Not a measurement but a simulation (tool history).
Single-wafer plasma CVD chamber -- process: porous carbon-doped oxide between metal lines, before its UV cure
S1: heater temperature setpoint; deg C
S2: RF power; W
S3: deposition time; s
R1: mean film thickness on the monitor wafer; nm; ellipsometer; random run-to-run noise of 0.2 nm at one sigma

{"run": 1, "day": 0.0, "S1": 315, "S2": 455, "S3": 17.4, "R1": 81.813}
{"run": 2, "day": 0.042, "S1": 318, "S2": 455, "S3": 17.4, "R1": 80.458}
{"run": 3, "day": 0.125, "S1": 311, "S2": 455, "S3": 17.4, "R1": 83.105}
{"run": 4, "day": 0.367, "S1": 314, "S2": 450, "S3": 17.4, "R1": 81.028}
{"run": 5, "day": 0.412, "S1": 319, "S2": 450, "S3": 17.4, "R1": 79.282}
{"run": 6, "day": 0.438, "S1": 321, "S2": 450, "S3": 17.4, "R1": 78.526}
{"run": 7, "day": 0.75, "S1": 323, "S2": 450, "S3": 17.4, "R1": 77.744}
{"run": 8, "day": 0.95, "S1": 325, "S2": 450, "S3": 17.4, "R1": 76.689}
{"run": 9, "day": 1.2, "S1": 326, "S2": 450, "S3": 17.4, "R1": 76.599}
{"run": 10, "day": 1.492, "S1": 327, "S2": 450, "S3": 17.4, "R1": 76.529}

Run 11 is up next; what results do you expect?
{"run": 11, "day": 1.688, "S1": 328, "S2": 450, "S3": 17.4, "R1": "?"}

R1: 76.432 nm
